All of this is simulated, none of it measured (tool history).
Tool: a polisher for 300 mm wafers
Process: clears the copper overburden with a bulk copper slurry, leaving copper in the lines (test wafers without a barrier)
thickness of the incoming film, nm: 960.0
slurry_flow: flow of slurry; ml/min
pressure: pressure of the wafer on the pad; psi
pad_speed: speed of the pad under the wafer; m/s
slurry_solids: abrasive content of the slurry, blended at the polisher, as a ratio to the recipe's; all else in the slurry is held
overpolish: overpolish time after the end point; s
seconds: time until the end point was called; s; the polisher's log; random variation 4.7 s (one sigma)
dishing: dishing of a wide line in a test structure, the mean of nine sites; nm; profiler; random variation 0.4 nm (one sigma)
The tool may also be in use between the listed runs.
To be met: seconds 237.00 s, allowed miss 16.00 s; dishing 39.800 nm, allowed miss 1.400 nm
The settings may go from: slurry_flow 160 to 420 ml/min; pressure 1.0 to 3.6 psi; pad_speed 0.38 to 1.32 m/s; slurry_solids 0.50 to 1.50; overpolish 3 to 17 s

run  hour  slurry_flow  pressure  pad_speed  slurry_solids  overpolish  seconds  dishing
  1   0.0          270       2.3       0.84           1.00           9   192.89   32.212
  2   4.5          270       2.3       0.68           1.00           9   244.38   26.426
  3   5.3          270       2.3       0.84           1.00           9   189.79   32.091
  4  10.0          270       2.3       0.84           1.00           7   195.47   25.118
  5  12.8          270       2.2       0.82           1.00           9   199.75   29.460
  6  13.6          220       2.2       0.82           1.00           9   215.16   29.417
  7  15.9          210       2.2       0.80           1.00          10   215.60   31.267
  8  24.4          205       2.2       0.78           1.00          11   220.18   32.392
  9  31.9          200       2.2       0.76           1.00          12   221.94   35.090
 10  33.8          195       2.2       0.76           1.00          13   234.47   35.950
 11  36.8          210       2.2       0.76           1.00          15   229.95   41.574

Which of these 5 next moves meets every target?
  A  39.8          160       2.9       0.54           1.30          16        ?        ?
  B  39.8          175       2.1       0.92           0.80          16        ?        ?
  C  39.8          220       2.1       0.82           0.90          16        ?        ?
  D  39.8          215       1.9       0.84           1.05          15        ?        ?
  E  39.8          165       2.7       0.58           1.15          17        ?        ?

move  seconds  dishing
   A   230.44   43.646
   B   210.97   45.293
   C   220.26   43.859
   D   228.20   40.240
   E   236.82   44.529
A: further off than the last run
B: further off than the last run
C: further off than the last run
D: meets every target
E: further off than the last run
The right move is D.

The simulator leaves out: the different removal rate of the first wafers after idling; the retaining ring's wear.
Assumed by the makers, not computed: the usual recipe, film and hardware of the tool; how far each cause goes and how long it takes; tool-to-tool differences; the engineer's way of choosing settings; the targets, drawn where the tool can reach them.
